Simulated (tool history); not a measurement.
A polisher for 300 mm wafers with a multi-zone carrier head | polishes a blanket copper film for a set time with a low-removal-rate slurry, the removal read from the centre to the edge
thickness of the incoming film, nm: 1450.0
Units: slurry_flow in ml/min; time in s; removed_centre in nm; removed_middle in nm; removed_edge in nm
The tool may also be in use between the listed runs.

Run 1, hour 0: slurry_flow 255 ml/min, centre_zone 1, middle_zone 1, edge_zone 1, slurry_solids 1, time 62 s. Result: removed_centre 259.19 nm, removed_middle 238.26 nm, removed_edge 237.09 nm.
Run 2, hour 1.3: slurry_flow 255 ml/min, centre_zone 1, middle_zone 1, edge_zone 0.92, slurry_solids 1, time 62 s. Result: removed_centre 258.55 nm, removed_middle 239.58 nm, removed_edge 226.34 nm.
Run 3, hour 7.9: slurry_flow 255 ml/min, centre_zone 1, middle_zone 1.01, edge_zone 0.9, slurry_solids 0.9, time 61 s. Result: removed_centre 246.71 nm, removed_middle 232.1 nm, removed_edge 214.98 nm.
Run 4, hour 12.2: slurry_flow 255 ml/min, centre_zone 1, middle_zone 1.01, edge_zone 0.9, slurry_solids 1.05, time 61 s. Result: removed_centre 259.94 nm, removed_middle 236.17 nm, removed_edge 224.58 nm.
Run 5, hour 14.9: slurry_flow 255 ml/min, centre_zone 1, middle_zone 1.01, edge_zone 0.89, slurry_solids 0.95, time 60 s. Result: removed_centre 245.25 nm, removed_middle 229.67 nm, removed_edge 213.43 nm.
Run 6, hour 18.8: slurry_flow 305 ml/min, centre_zone 1, middle_zone 1.01, edge_zone 0.89, slurry_solids 0.95, time 60 s. Result: removed_centre 253.54 nm, removed_middle 232.71 nm, removed_edge 216.89 nm.
Run 7, hour 21.4: slurry_flow 300 ml/min, centre_zone 1, middle_zone 1.01, edge_zone 0.88, slurry_solids 0.9, time 59 s. Result: removed_centre 245.27 nm, removed_middle 227.93 nm, removed_edge 208.62 nm.
Run 8, hour 30.2: slurry_flow 295 ml/min, centre_zone 1, middle_zone 1.01, edge_zone 0.87, slurry_solids 0.85, time 59 s. Result: removed_centre 240.05 nm, removed_middle 226.07 nm, removed_edge 205.07 nm.
Run 9, hour 34.3: slurry_flow 290 ml/min, centre_zone 1, middle_zone 1.01, edge_zone 0.86, slurry_solids 0.8, time 59 s. Result: removed_centre 234.93 nm, removed_middle 222.84 nm, removed_edge 200.05 nm.
Run 10, hour 37.4: slurry_flow 285 ml/min, centre_zone 1, middle_zone 1.01, edge_zone 0.85, slurry_solids 0.75, time 59 s. Result: removed_centre 230.8 nm, removed_middle 217.53 nm, removed_edge 196.4 nm.
Run 11, hour 44.1: slurry_flow 280 ml/min, centre_zone 1, middle_zone 1.01, edge_zone 0.84, slurry_solids 0.7, time 59 s. Result: removed_centre 226.98 nm, removed_middle 212.48 nm, removed_edge 190.44 nm.
Run 12, hour 48.1: slurry_flow 270 ml/min, centre_zone 1, middle_zone 1.02, edge_zone 0.83, slurry_solids 0.7, time 59 s. Result: removed_centre 229.74 nm, removed_middle 217.57 nm, removed_edge 189.83 nm.

The next listed run, before its measurement:
Run 13, hour 49.2: slurry_flow 265 ml/min, centre_zone 1, middle_zone 1.02, edge_zone 0.83, slurry_solids 0.65, time 59 s. Result: removed_centre ?, removed_middle ?, removed_edge ?.

removed_centre: 223.57 nm
removed_middle: 209.53 nm
removed_edge: 189.16 nm

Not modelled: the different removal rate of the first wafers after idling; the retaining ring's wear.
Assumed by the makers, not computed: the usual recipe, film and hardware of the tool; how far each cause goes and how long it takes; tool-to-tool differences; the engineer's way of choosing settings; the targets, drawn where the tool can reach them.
